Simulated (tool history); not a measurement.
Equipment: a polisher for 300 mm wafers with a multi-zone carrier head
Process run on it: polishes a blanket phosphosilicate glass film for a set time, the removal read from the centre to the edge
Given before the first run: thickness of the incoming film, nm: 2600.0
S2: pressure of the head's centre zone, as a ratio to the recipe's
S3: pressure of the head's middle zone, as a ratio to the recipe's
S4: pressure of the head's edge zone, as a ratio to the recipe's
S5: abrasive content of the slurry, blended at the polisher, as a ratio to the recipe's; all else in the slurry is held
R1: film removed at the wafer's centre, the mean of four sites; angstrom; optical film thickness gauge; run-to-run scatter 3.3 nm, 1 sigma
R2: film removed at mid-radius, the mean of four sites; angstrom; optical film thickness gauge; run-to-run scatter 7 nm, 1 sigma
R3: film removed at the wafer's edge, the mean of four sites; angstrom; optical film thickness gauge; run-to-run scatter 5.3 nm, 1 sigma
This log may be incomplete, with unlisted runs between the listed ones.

run 1 day=0 | flow_of_slurry_(ml/min)=230 S2=1 S3=1 S4=1 S5=1 polishing_time_(s)=86 | R1=5493.5 R2=5357.2 R3=5510.2
run 2 day=0.1 | flow_of_slurry_(ml/min)=230 S2=1.05 S3=1 S4=1 S5=1 polishing_time_(s)=86 | R1=5733.3 R2=5337.4 R3=5498
run 3 day=0.379 | flow_of_slurry_(ml/min)=220 S2=0.98 S3=1.03 S4=0.96 S5=0.95 polishing_time_(s)=86 | R1=5127.4 R2=5309 R3=5138
run 4 day=0.742 | flow_of_slurry_(ml/min)=255 S2=0.98 S3=1.03 S4=0.96 S5=0.95 polishing_time_(s)=86 | R1=5230.1 R2=5490.8 R3=5122.4
run 5 day=0.846 | flow_of_slurry_(ml/min)=285 S2=0.98 S3=1.03 S4=0.96 S5=0.95 polishing_time_(s)=86 | R1=5373.5 R2=5593.1 R3=5214.2
run 6 day=0.871 | flow_of_slurry_(ml/min)=265 S2=0.93 S3=1.03 S4=0.93 S5=0.95 polishing_time_(s)=86 | R1=5006.9 R2=5458.3 R3=5183.9
run 7 day=0.929 | flow_of_slurry_(ml/min)=255 S2=0.9 S3=1.05 S4=0.9 S5=0.9 polishing_time_(s)=86 | R1=4584.6 R2=5207.2 R3=4804.2
run 8 day=1.167 | flow_of_slurry_(ml/min)=255 S2=0.9 S3=1.05 S4=0.9 S5=0.9 polishing_time_(s)=86 | R1=4629.3 R2=5259.1 R3=4889.4

What will run 9 give?
run 9 day=1.529 | flow_of_slurry_(ml/min)=205 S2=0.82 S3=1.1 S4=0.82 S5=0.85 polishing_time_(s)=86 | R1=? R2=? R3=?

{"run 9": {"R1": 3998.2, "R2": 4971.7, "R3": 4291.1}}
